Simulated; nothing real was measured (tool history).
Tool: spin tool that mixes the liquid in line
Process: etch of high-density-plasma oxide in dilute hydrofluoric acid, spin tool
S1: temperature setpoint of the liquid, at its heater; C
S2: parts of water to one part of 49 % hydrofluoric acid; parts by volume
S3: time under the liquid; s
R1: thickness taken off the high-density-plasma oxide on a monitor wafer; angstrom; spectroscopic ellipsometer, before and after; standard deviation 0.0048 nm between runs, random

run  hour    S1   S2  S3      R1
  1     0    25  130  45  19.478
  2     1    22  130  45  17.435
  3   2.1  25.5  130  45  19.844
  4   6.7  23.5  130  45  18.404
  5     8    22  130  45  17.277
  6  10.6    21  130  45  16.767
  7  18.1    20  130  45  16.153

What does the tool deliver on the next run?
  8  19.9  17  130  45   ?

Run 8 gave R1 14.296 angstrom.
